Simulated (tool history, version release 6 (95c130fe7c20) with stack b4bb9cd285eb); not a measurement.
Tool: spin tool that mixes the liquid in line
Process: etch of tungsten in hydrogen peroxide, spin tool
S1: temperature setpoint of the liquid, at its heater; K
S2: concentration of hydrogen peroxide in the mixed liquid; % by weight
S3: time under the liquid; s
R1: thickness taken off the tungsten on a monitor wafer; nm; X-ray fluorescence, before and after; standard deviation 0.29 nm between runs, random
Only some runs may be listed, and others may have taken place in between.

run,hour,S1,S2,S3,R1
1,0,324.15,23.5,60,51.417
2,7,324.15,23.5,65,55.182
3,8.9,324.15,20.5,65,52.075
4,11.1,322.15,20.5,65,45.929
5,12.1,322.15,20.5,65,45.51
6,18.4,320.65,20.5,65,41.087
7,21.4,319.65,20.5,65,39.866

For run 8, what comes out?
8,28.7,318.65,20.5,65,?

{"run 8": {"R1": 36.748}}

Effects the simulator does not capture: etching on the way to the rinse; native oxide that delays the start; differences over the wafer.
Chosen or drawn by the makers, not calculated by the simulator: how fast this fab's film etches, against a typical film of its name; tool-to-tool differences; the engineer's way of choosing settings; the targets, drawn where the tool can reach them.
